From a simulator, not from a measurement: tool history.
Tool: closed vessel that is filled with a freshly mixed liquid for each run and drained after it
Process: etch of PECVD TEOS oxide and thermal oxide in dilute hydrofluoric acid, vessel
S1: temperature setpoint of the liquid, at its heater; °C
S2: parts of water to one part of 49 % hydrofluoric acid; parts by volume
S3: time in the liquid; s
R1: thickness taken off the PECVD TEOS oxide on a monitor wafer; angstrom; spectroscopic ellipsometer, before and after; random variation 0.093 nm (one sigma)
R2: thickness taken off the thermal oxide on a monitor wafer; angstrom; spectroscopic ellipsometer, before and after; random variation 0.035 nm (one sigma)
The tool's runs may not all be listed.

run,day,S1,S2,S3,R1,R2
1,0.000,26.0,245,90,94.518,15.4660
2,0.225,27.0,240,90,100.470,16.1770
3,0.450,27.0,240,115,129.780,21.1830
4,0.821,27.5,240,115,129.630,21.9900
5,1.088,27.5,240,75,86.725,13.9000
6,1.125,27.5,320,75,59.378,9.5391
7,1.362,28.5,300,75,66.324,10.7220
8,1.467,29.0,280,75,74.477,12.2110

The next listed run, before its measurement:
9,1.562,29.5,260,75,?,?

R1: 81.874 angstrom
R2: 13.4810 angstrom
